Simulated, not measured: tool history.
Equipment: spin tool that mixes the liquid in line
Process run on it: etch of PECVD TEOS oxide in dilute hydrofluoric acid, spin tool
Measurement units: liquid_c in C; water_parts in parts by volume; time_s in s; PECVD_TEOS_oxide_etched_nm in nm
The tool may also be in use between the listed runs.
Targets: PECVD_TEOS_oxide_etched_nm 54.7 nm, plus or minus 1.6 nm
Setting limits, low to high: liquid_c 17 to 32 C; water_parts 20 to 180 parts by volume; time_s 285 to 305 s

run,hour,liquid_c,water_parts,time_s,PECVD_TEOS_oxide_etched_nm
1,0,24,100,285,34.788
2,3.4,24,100,285,35.335
3,6.3,25.5,95,285,39.92
4,10.8,26.5,95,285,41.2
5,12.6,26.5,125,285,30.072
6,17.1,26.5,145,285,25.233
7,24.3,27.5,135,285,28.43
8,25.8,28.5,125,285,33.113
9,32.9,32,85,285,58.066

Exactly one of the 4 candidate moves below puts every result within its allowed miss. Which one?
A,40,32,90,305,?
B,40,32,90,285,?
C,40,30.5,80,285,?
D,40,31.5,80,285,?

move,PECVD_TEOS_oxide_etched_nm
A,57.446
B,53.679
C,57.938
D,60.171
A: gains on the last run, yet a result remains outside its allowed miss
B: hits every target within its allowed miss
C: about the same distance from the targets as the last run
D: moves away from the targets compared with the last run
Answer: B
